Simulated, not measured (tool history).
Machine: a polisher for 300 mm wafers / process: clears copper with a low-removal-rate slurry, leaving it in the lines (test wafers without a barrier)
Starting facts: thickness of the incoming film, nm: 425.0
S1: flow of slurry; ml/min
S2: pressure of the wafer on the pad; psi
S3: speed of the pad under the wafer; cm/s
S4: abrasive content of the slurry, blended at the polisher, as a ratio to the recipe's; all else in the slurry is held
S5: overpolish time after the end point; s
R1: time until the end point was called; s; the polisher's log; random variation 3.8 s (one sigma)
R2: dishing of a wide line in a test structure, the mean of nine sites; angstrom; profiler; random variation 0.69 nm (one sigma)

run  hour   S1   S2   S3   S4  S5      R1      R2
  1   0.0  275  2.8   96  1.0  28  179.58  456.48
  2   8.9  275  2.8  118  1.0  28  143.64  524.00
  3  10.2  275  3.5  118  1.0  28  118.19  661.76
  4  12.6  275  3.3  116  1.0  29  126.64  604.76
  5  20.8  275  3.3  116  0.9  29  130.07  596.43
  6  25.9  305  3.3  116  0.9  29  126.90  596.06
  7  26.8  305  3.1  114  0.9  30  139.56  584.37

Run 8 comes next. What will it give?
  8  30.9  305  2.9  112  0.9  31   ?   ?

{"run 8": {"R1": 147.95, "R2": 548.51}}
